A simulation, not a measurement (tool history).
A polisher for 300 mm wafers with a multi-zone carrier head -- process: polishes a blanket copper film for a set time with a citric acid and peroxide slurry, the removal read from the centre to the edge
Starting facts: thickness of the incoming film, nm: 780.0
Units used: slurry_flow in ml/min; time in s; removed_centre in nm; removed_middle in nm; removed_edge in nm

Run 1, hour 0: slurry_flow 205 ml/min, centre_zone 1, middle_zone 1, edge_zone 1, slurry_solids 1, time 61 s. Result: removed_centre 138.49 nm, removed_middle 141.64 nm, removed_edge 141.38 nm.
Run 2, hour 1.1: slurry_flow 200 ml/min, centre_zone 1, middle_zone 0.99, edge_zone 0.98, slurry_solids 1, time 61 s. Result: removed_centre 142.44 nm, removed_middle 139.08 nm, removed_edge 138.2 nm.
Run 3, hour 2.2: slurry_flow 245 ml/min, centre_zone 1, middle_zone 0.99, edge_zone 0.98, slurry_solids 1, time 61 s. Result: removed_centre 145.25 nm, removed_middle 144.35 nm, removed_edge 139.91 nm.
Run 4, hour 3.9: slurry_flow 235 ml/min, centre_zone 0.99, middle_zone 0.98, edge_zone 0.96, slurry_solids 1, time 61 s. Result: removed_centre 140.05 nm, removed_middle 142.54 nm, removed_edge 139.81 nm.
Run 5, hour 4.9: slurry_flow 225 ml/min, centre_zone 0.99, middle_zone 0.97, edge_zone 0.94, slurry_solids 1, time 61 s. Result: removed_centre 141.23 nm, removed_middle 140.49 nm, removed_edge 140.14 nm.
At hour 12.5: slurry nozzle cleaned.
Run 6, hour 12.5: slurry_flow 225 ml/min, centre_zone 0.99, middle_zone 0.97, edge_zone 0.94, slurry_solids 0.95, time 61 s. Result: removed_centre 149.99 nm, removed_middle 148.73 nm, removed_edge 145.23 nm.
Run 7, hour 17.4: slurry_flow 230 ml/min, centre_zone 1, middle_zone 0.98, edge_zone 0.96, slurry_solids 0.95, time 61 s. Result: removed_centre 149.84 nm, removed_middle 148.08 nm, removed_edge 147.12 nm.
Run 8, hour 21.8: slurry_flow 225 ml/min, centre_zone 1, middle_zone 0.98, edge_zone 0.95, slurry_solids 1, time 61 s. Result: removed_centre 157.05 nm, removed_middle 150.32 nm, removed_edge 143.64 nm.
Run 9, hour 24.4: slurry_flow 220 ml/min, centre_zone 0.99, middle_zone 0.98, edge_zone 0.95, slurry_solids 1.05, time 60 s. Result: removed_centre 152.99 nm, removed_middle 148.96 nm, removed_edge 146.57 nm.
Run 10, hour 27.5: slurry_flow 225 ml/min, centre_zone 1, middle_zone 0.99, edge_zone 0.97, slurry_solids 1.05, time 60 s. Result: removed_centre 154.86 nm, removed_middle 149.32 nm, removed_edge 146.39 nm.
Run 11, hour 31.6: slurry_flow 230 ml/min, centre_zone 1, middle_zone 0.99, edge_zone 0.97, slurry_solids 1, time 59 s. Result: removed_centre 146.68 nm, removed_middle 145.34 nm, removed_edge 143.48 nm.
Run 12, hour 32.4: slurry_flow 215 ml/min, centre_zone 1, middle_zone 0.99, edge_zone 0.96, slurry_solids 0.95, time 58 s. Result: removed_centre 143.64 nm, removed_middle 141.16 nm, removed_edge 136.73 nm.
Run 13, hour 40: slurry_flow 210 ml/min, centre_zone 1, middle_zone 0.99, edge_zone 0.96, slurry_solids 0.9, time 58 s. Result: removed_centre 142.68 nm, removed_middle 138.38 nm, removed_edge 137.93 nm.

Forecast run 14:
Run 14, hour 47: slurry_flow 215 ml/min, centre_zone 1, middle_zone 1, edge_zone 0.96, slurry_solids 0.9, time 57 s. Result: removed_centre ?, removed_middle ?, removed_edge ?.

removed_centre: 138.62 nm
removed_middle: 138.51 nm
removed_edge: 133.62 nm
